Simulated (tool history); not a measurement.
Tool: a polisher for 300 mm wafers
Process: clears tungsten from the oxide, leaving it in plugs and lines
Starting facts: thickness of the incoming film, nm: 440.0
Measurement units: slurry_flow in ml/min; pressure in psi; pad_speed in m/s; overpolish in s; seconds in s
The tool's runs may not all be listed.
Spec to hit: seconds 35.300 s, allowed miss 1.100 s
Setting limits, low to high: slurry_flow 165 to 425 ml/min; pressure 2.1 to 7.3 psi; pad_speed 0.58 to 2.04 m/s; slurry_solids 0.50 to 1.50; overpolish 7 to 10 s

run	hour	slurry_flow	pressure	pad_speed	slurry_solids	overpolish	seconds
1	0.0	275	4.7	1.30	1.00	10	75.738
2	7.1	210	4.7	1.30	1.00	10	77.840
3	12.4	210	4.7	1.30	1.00	7	78.200
4	20.7	210	4.7	1.52	1.00	7	67.742
5	25.2	215	5.0	1.54	1.00	7	62.610
# hour 27.6: slurry blender recalibrated
6	27.6	220	5.3	1.56	1.00	7	51.556
7	33.5	220	5.3	1.56	1.00	7	52.189
8	41.7	230	5.4	1.56	1.00	7	51.188
9	46.2	235	5.5	1.56	1.00	7	49.763

Which of these 5 next moves meets every target?
A	50.7	295	4.1	1.62	0.75	8	?
B	50.7	295	4.0	1.72	1.20	7	?
C	50.7	305	4.3	1.22	0.75	7	?
D	50.7	170	4.8	1.44	1.10	7	?
E	50.7	205	6.7	1.84	1.00	8	?

move	seconds
A	70.043
B	56.999
C	87.840
D	63.165
E	35.979
A: its largest miss is bigger than the last run's
B: its largest miss is bigger than the last run's
C: its largest miss is bigger than the last run's
D: its largest miss is bigger than the last run's
E: all results land within tolerance of their targets
The move that meets every target is E.
